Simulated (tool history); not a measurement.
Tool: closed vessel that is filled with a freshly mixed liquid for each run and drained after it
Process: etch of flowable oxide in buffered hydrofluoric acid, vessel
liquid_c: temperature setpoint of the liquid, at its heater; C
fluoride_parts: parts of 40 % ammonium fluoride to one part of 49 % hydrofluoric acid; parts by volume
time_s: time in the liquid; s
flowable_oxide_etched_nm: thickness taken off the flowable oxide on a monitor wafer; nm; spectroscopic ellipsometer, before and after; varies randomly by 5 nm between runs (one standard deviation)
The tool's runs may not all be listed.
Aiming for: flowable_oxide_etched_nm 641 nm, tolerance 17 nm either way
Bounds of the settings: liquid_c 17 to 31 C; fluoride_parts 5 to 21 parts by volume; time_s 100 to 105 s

run	day	liquid_c	fluoride_parts	time_s	flowable_oxide_etched_nm
1	0	23	13	100	257.18
2	0.233	25	11	100	337.13
3	0.396	26.5	10	100	400.04
4	0.512	27.5	9	100	471.01
5	0.762	27.5	12	100	357.3
6	1.054	25	12	100	309.33
7	1.421	26.5	10.5	100	381.87
8	1.492	27.5	9.5	100	444.29
9	1.8	28.5	9	100	491.55
10	1.892	29	8.5	100	531.6
11	1.967	29.5	8.5	100	539.12
12	2.1	30	8	100	585.8
13	2.229	30.5	8	100	587.92

5 candidate next runs follow, results not yet known. Just one meets every target within its allowed miss. Identify it.
A	2.358	31	7.5	105	?
B	2.358	29.5	9	105	?
C	2.358	29.5	7	105	?
D	2.358	29.5	7.5	105	?
E	2.358	29	6.5	100	?

move	flowable_oxide_etched_nm
A	688.7
B	548.54
C	686.07
D	636.73
E	689.42
A: takes the result that was furthest off past its target
B: moves away from the targets compared with the last run
C: takes the result that was furthest off past its target
D: hits every target within its allowed miss
E: takes the result that was furthest off past its target
The move that meets every target is D.
